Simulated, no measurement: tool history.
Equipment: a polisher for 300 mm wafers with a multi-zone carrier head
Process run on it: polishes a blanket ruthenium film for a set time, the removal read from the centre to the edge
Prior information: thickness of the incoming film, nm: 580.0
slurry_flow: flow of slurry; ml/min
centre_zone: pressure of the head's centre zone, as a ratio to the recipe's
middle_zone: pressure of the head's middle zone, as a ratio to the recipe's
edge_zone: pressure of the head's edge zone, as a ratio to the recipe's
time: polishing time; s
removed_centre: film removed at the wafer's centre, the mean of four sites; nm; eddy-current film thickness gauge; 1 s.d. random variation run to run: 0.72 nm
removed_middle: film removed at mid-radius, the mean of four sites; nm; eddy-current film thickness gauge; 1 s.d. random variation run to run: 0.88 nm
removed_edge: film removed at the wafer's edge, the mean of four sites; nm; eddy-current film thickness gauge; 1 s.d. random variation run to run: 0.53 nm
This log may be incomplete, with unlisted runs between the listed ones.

run	hour	slurry_flow	centre_zone	middle_zone	edge_zone	time	removed_centre	removed_middle	removed_edge
1	0	245	1	1	1	38	60.058	59.78	59.687
2	7.8	245	1	1	0.95	38	60.945	60.692	58.721
3	10.6	245	1	1	1	38	61.219	60.948	59.748
4	13.2	255	1.01	1.04	1.02	40	64.452	66.075	63.47
5	20.2	265	1.02	1.07	1.03	41	67.593	68.562	65.709
6	25.5	310	1.02	1.07	1.03	41	68.29	70.473	67.043
7	33.5	365	1.05	1.17	1.02	46	81.452	86.216	75.85
8	40.9	365	1.04	1.17	1.01	46	80.177	87.904	75.116
9	48.4	370	1.03	1.18	1.01	46	79.902	89.671	75.052

Run 10 has not been measured yet. What should we expect?
10	51.8	370	1.03	1.18	1.01	46	?	?	?

{"run 10": {"removed_centre": 81.024, "removed_middle": 86.687, "removed_edge": 74.812}}
